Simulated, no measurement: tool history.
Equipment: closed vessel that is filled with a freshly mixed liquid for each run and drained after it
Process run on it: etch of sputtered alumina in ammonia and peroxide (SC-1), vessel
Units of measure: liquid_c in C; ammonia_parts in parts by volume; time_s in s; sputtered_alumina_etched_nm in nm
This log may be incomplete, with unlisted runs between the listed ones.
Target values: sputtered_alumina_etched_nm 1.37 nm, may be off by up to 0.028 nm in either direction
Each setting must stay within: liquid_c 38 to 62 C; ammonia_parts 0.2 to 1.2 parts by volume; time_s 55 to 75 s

run 1 hour=0 | liquid_c=46 ammonia_parts=0.8 time_s=75 | sputtered_alumina_etched_nm=2.3298
run 2 hour=8.3 | liquid_c=44 ammonia_parts=0.75 time_s=75 | sputtered_alumina_etched_nm=2.0778
run 3 hour=14 | liquid_c=42.5 ammonia_parts=0.7 time_s=75 | sputtered_alumina_etched_nm=1.8915
run 4 hour=18.2 | liquid_c=42.5 ammonia_parts=0.5 time_s=75 | sputtered_alumina_etched_nm=1.827
run 5 hour=20.5 | liquid_c=41.5 ammonia_parts=0.45 time_s=75 | sputtered_alumina_etched_nm=1.7119
run 6 hour=26.4 | liquid_c=41.5 ammonia_parts=0.45 time_s=75 | sputtered_alumina_etched_nm=1.7102
run 7 hour=29.7 | liquid_c=40.5 ammonia_parts=0.45 time_s=75 | sputtered_alumina_etched_nm=1.6153
run 8 hour=30.5 | liquid_c=40 ammonia_parts=0.45 time_s=75 | sputtered_alumina_etched_nm=1.5687

Next run, 5 choices. One meets every target within its allowed miss, the rest don't. Which?
run A hour=31.3 | liquid_c=38 ammonia_parts=0.55 time_s=70 | sputtered_alumina_etched_nm=?
run B hour=31.3 | liquid_c=42 ammonia_parts=0.5 time_s=75 | sputtered_alumina_etched_nm=?
run C hour=31.3 | liquid_c=38 ammonia_parts=0.25 time_s=75 | sputtered_alumina_etched_nm=?
run D hour=31.3 | liquid_c=44.5 ammonia_parts=0.2 time_s=55 | sputtered_alumina_etched_nm=?
run E hour=31.3 | liquid_c=43.5 ammonia_parts=0.45 time_s=75 | sputtered_alumina_etched_nm=?

move=A sputtered_alumina_etched_nm=1.3152
move=B sputtered_alumina_etched_nm=1.7681
move=C sputtered_alumina_etched_nm=1.3067
move=D sputtered_alumina_etched_nm=1.3723
move=E sputtered_alumina_etched_nm=1.9092
A: takes the biggest miss from the last run beyond its target
B: further off than the last run
C: takes the biggest miss from the last run beyond its target
D: all results in spec
E: further off than the last run
The move that meets every target is D.

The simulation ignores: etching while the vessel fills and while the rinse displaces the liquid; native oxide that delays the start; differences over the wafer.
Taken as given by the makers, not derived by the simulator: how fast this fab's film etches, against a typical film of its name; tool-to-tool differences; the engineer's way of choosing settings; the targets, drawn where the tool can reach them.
